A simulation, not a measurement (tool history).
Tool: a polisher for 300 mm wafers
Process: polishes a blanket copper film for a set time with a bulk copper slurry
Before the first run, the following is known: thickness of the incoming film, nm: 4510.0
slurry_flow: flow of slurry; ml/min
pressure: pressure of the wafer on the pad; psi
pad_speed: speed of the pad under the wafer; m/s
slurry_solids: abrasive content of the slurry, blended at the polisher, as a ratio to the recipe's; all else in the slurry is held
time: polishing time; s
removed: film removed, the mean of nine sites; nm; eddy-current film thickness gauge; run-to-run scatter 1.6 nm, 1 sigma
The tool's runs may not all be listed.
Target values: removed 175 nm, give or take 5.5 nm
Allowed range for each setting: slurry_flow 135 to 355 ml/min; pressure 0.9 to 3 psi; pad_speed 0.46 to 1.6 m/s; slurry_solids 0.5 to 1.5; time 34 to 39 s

run	hour	slurry_flow	pressure	pad_speed	slurry_solids	time	removed
1	0	225	1.9	1.02	1	39	277.75
2	2.1	225	1.9	1.18	1	39	318.23
3	2.7	225	2.4	1.18	1	39	365.91
4	7.5	220	1.9	1.06	1	39	288.52
5	8.2	220	1.9	1.26	1	39	347.83
6	9.4	220	1.9	1	1	39	269.58
7	12.3	220	1.6	0.96	1	39	235.99
8	12.9	220	1.4	0.94	1	39	215.43

Which one of the following 4 next-run settings gets every result inside its allowed miss? There is exactly one.
A	13.5	190	1.3	1	0.85	35	?
B	13.5	260	1.4	0.84	1.15	34	?
C	13.5	235	1.5	1.02	1.1	39	?
D	13.5	270	1.4	0.8	0.95	34	?

move	removed
A	190.44
B	177.78
C	250.76
D	163.39
A: moves toward the targets from the last run without getting all of them in spec
B: in spec on every target
C: its largest miss is bigger than the last run's
D: moves the result that the last run missed by most past its target, out the other side
Correct choice: B, which meets every target
